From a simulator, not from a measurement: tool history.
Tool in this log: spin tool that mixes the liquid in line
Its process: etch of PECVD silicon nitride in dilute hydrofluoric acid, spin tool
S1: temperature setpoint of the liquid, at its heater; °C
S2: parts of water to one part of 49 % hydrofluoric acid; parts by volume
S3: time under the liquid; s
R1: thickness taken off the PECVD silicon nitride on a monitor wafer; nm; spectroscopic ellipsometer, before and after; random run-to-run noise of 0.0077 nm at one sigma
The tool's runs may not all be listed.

run	day	S1	S2	S3	R1
1	0.000	21.0	285	90	0.98027
2	0.321	18.5	285	90	0.80805
3	0.379	18.0	305	90	0.74590
4	0.425	18.0	305	70	0.58764
5	0.671	20.5	305	70	0.69804
6	0.896	20.5	305	90	0.85590

Expected results for the next run?
7	0.996	20.0	320	90	?

{"run 7": {"R1": 0.82962}}
